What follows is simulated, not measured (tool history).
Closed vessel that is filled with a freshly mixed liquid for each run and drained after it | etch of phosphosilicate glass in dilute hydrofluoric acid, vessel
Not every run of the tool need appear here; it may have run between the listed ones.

run,hour,temperature setpoint of the liquid (C),parts of water to one part of 49 % hydrofluoric acid (parts by volume),time in the liquid (s),thickness taken off the phosphosilicate glass on a monitor wafer (Å)
1,0.0,26.0,175,30,101.140
2,5.0,26.0,230,30,71.512
3,9.2,27.5,195,30,94.155
4,11.6,27.5,160,30,119.030
5,20.2,24.5,160,30,106.730
6,26.7,26.5,140,30,132.670
7,28.1,30.5,70,30,340.290

Run 8 is up next; what results do you expect?
8,31.0,30.0,70,30,?

thickness taken off the phosphosilicate glass on a monitor wafer (Å): 335.670

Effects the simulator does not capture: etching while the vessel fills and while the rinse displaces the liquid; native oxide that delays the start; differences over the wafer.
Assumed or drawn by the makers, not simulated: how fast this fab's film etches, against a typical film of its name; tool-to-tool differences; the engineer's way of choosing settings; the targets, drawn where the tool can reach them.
